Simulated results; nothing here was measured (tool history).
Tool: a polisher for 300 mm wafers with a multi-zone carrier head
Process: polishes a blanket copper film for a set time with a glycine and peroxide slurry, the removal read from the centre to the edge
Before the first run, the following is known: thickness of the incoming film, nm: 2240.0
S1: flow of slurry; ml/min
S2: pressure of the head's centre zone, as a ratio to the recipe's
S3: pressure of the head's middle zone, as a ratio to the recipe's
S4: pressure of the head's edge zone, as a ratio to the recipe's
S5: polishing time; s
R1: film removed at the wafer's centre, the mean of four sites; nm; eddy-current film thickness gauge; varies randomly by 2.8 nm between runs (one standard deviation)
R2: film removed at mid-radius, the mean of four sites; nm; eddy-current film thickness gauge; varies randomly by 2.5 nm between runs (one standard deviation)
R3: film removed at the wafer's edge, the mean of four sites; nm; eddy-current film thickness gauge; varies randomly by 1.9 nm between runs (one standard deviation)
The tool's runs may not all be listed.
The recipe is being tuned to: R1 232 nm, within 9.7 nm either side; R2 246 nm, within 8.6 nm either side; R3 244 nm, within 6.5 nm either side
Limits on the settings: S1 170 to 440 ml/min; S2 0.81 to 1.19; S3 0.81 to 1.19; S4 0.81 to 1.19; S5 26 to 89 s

| run | day | S1 | S2 | S3 | S4 | S5 | R1 | R2 | R3 |
|---|---|---|---|---|---|---|---|---|---|
| 1 | 0 | 280 | 1 | 1 | 1 | 57 | 322.83 | 326.06 | 316.26 |
| 2 | 0.1 | 275 | 0.97 | 0.97 | 0.97 | 54 | 293.29 | 305.91 | 300.4 |
| 3 | 0.383 | 270 | 0.96 | 0.96 | 0.95 | 51 | 276 | 276.64 | 276.89 |
| 4 | 0.529 | 260 | 0.93 | 0.96 | 0.92 | 50 | 268.08 | 278.01 | 263.66 |
| 5 | 0.696 | 260 | 0.93 | 0.96 | 0.98 | 50 | 266.85 | 275.42 | 276.02 |
| 6 | 0.896 | 220 | 0.93 | 0.96 | 0.98 | 50 | 253.29 | 269.43 | 271.31 |
| 7 | 1.125 | 210 | 0.92 | 0.95 | 0.96 | 49 | 241.29 | 263.08 | 261.16 |
| 8 | 1.262 | 205 | 0.92 | 0.94 | 0.94 | 49 | 250.31 | 255.41 | 261.8 |
| 9 | 1.542 | 200 | 0.9 | 0.94 | 0.93 | 48 | 228.21 | 251.46 | 249.56 |

Exactly one of the 4 candidate moves below puts every result within its allowed miss. Which one?
| A | 1.821 | 175 | 0.83 | 1.04 | 0.96 | 50 | ? | ? | ? |
| B | 1.821 | 220 | 0.87 | 0.9 | 0.84 | 48 | ? | ? | ? |
| C | 1.821 | 170 | 0.88 | 0.89 | 0.95 | 52 | ? | ? | ? |
| D | 1.821 | 255 | 0.87 | 1.04 | 0.87 | 45 | ? | ? | ? |

| move | R1 | R2 | R3 |
|---|---|---|---|
| A | 219.14 | 274.37 | 257.97 |
| B | 230.6 | 245.56 | 240.39 |
| C | 239.9 | 251.76 | 266.29 |
| D | 221.4 | 262.48 | 232.1 |
A: misses by more than the last run did
B: meets every target
C: misses by more than the last run did
D: takes the result that was furthest off past its target
The move that meets every target is B.
